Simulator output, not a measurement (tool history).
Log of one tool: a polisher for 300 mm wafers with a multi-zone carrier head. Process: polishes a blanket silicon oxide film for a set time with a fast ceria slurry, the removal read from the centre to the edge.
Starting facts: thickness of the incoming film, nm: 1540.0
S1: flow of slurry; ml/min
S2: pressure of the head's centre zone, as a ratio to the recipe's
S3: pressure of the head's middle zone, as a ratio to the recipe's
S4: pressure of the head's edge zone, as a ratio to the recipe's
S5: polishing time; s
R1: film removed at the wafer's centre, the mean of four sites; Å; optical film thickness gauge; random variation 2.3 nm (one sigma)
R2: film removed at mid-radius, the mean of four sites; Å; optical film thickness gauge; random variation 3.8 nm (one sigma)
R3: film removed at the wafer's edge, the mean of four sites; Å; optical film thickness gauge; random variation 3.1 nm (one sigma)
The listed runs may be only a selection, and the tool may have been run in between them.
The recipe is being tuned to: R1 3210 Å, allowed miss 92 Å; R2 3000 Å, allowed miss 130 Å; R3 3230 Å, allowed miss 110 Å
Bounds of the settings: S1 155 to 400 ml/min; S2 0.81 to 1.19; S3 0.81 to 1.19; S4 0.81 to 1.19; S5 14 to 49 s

run  hour   S1    S2    S3    S4  S5      R1      R2      R3
  1     0  255     1     1     1  31  5516.3  5266.3  5242.4
  2     9  255     1     1  1.06  31    5599  5254.5  5505.6
  3  14.2  255     1     1  1.01  31  5626.4  5326.3  5306.2
  4  15.3  245  0.97  0.96  0.99  28  4908.6    4565  4734.7
     20.3  -- centre zone pressure recalibrated
  5  20.3  245   0.9  0.96  0.99  28  4503.6  4505.3  4696.8
  6  28.6  245  0.83  0.96  0.99  28  4317.2    4633  4767.7
  7  36.7  235  0.83  0.93  0.95  26  4006.8  4052.5  4377.8
  8  45.6  235  0.84  0.93  0.92  24  3652.7  3796.8  3896.5
  9  46.2  195  0.89  0.83  0.86  20  3063.6  2726.5  3129.3
 10  48.7  210  0.89  0.84  0.86  20  3100.2    2851  3137.2

Next run, 4 choices. One meets every target within its allowed miss, the rest don't. Which?
  A  51.2  155  0.96   0.9  0.88  21   ?   ?   ?
  B  51.2  155  1.03  0.81   0.9  21   ?   ?   ?
  C  51.2  185  0.99  0.87  0.81  20   ?   ?   ?
  D  51.2  205  1.03  0.84  0.85  19   ?   ?   ?

move      R1      R2      R3
   A    3150  3013.7  3199.5
   B    3278    2763  3233.1
   C  3181.5  2895.1  3028.2
   D  3154.4  2719.8  2972.7
A: all results land within tolerance of their targets
B: the worst result of the last run now meets its target, but another is out of spec
C: the worst result of the last run now meets its target, but another is out of spec
D: the worst result of the last run now meets its target, but another is out of spec
Go with A: it meets all targets.
